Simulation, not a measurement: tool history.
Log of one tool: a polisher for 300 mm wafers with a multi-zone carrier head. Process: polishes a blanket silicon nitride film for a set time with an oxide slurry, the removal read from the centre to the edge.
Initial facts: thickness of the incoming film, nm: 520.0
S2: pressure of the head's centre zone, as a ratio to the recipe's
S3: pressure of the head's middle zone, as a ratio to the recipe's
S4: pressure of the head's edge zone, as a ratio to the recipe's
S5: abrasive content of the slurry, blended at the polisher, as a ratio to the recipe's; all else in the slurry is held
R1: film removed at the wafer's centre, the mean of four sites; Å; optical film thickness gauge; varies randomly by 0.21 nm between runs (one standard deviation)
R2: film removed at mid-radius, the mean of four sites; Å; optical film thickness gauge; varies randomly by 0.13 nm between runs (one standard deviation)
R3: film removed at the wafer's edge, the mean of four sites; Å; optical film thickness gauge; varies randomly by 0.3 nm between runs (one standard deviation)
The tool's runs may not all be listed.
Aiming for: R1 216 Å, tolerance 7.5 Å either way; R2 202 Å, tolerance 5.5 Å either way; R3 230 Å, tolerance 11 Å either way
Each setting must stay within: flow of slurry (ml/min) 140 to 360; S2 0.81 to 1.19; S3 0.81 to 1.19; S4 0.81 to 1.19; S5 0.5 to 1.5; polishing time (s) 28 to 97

{"run": 1, "hour": 0.0, "flow of slurry (ml/min)": 230, "S2": 1, "S3": 1, "S4": 1, "S5": 1, "polishing time (s)": 62, "R1": 410.15, "R2": 390.17, "R3": 380.73}
{"run": 2, "hour": 7.5, "flow of slurry (ml/min)": 230, "S2": 1, "S3": 1, "S4": 1, "S5": 0.9, "polishing time (s)": 62, "R1": 378.06, "R2": 363.7, "R3": 360.26}
{"run": 3, "hour": 9.4, "flow of slurry (ml/min)": 230, "S2": 0.93, "S3": 1, "S4": 1, "S5": 0.9, "polishing time (s)": 62, "R1": 351.27, "R2": 360.19, "R3": 353.77}
{"run": 4, "hour": 13.7, "flow of slurry (ml/min)": 230, "S2": 0.93, "S3": 1.04, "S4": 1, "S5": 0.9, "polishing time (s)": 62, "R1": 357.27, "R2": 378.29, "R3": 363.82}
{"run": 5, "hour": 19.2, "flow of slurry (ml/min)": 230, "S2": 0.93, "S3": 1.04, "S4": 1.08, "S5": 0.9, "polishing time (s)": 62, "R1": 353.82, "R2": 373.59, "R3": 367.45}
{"run": 6, "hour": 27.4, "flow of slurry (ml/min)": 225, "S2": 0.92, "S3": 0.99, "S4": 1.06, "S5": 0.8, "polishing time (s)": 59, "R1": 300.23, "R2": 308.29, "R3": 319}
{"run": 7, "hour": 29.2, "flow of slurry (ml/min)": 225, "S2": 0.92, "S3": 0.99, "S4": 1.06, "S5": 0.8, "polishing time (s)": 59, "R1": 296.11, "R2": 315.43, "R3": 324.57}
{"run": 8, "hour": 32.9, "flow of slurry (ml/min)": 225, "S2": 0.94, "S3": 0.95, "S4": 1.03, "S5": 0.7, "polishing time (s)": 57, "R1": 263.07, "R2": 255.18, "R3": 267.22}
{"run": 9, "hour": 37.1, "flow of slurry (ml/min)": 220, "S2": 0.92, "S3": 0.91, "S4": 1.01, "S5": 0.7, "polishing time (s)": 57, "R1": 262.92, "R2": 245.35, "R3": 267.29}
{"run": 10, "hour": 40.7, "flow of slurry (ml/min)": 190, "S2": 0.83, "S3": 0.85, "S4": 0.95, "S5": 0.5, "polishing time (s)": 54, "R1": 135.63, "R2": 137.65, "R3": 152.18}

Of the 5 settings listed for the next run, only one would bring every result within its allowed miss of target. Which one?
{"run": "A", "hour": 44.3, "flow of slurry (ml/min)": 280, "S2": 0.91, "S3": 0.94, "S4": 1.11, "S5": 0.9, "polishing time (s)": 46, "R1": "?", "R2": "?", "R3": "?"}
{"run": "B", "hour": 44.3, "flow of slurry (ml/min)": 230, "S2": 0.95, "S3": 1.17, "S4": 0.81, "S5": 0.55, "polishing time (s)": 57, "R1": "?", "R2": "?", "R3": "?"}
{"run": "C", "hour": 44.3, "flow of slurry (ml/min)": 205, "S2": 0.91, "S3": 0.87, "S4": 1.03, "S5": 0.6, "polishing time (s)": 59, "R1": "?", "R2": "?", "R3": "?"}
{"run": "D", "hour": 44.3, "flow of slurry (ml/min)": 210, "S2": 0.82, "S3": 0.86, "S4": 0.97, "S5": 0.7, "polishing time (s)": 61, "R1": "?", "R2": "?", "R3": "?"}
{"run": "E", "hour": 44.3, "flow of slurry (ml/min)": 145, "S2": 0.94, "S3": 0.83, "S4": 0.95, "S5": 0.5, "polishing time (s)": 41, "R1": "?", "R2": "?", "R3": "?"}

move=A R1=261.62 R2=259.15 R3=285.15
move=B R1=197.82 R2=226.3 R3=178.64
move=C R1=216.6 R2=202.25 R3=231.07
move=D R1=241.34 R2=247.98 R3=277.49
move=E R1=109.78 R2=96.26 R3=111.95
A: the result that was furthest off in the last run now lies on the other side of its target
B: the result that was furthest off in the last run now lies on the other side of its target
C: every result within its allowed miss
D: the result that was furthest off in the last run now lies on the other side of its target
E: misses by more than the last run did
C is the move that brings every result within its allowed miss.
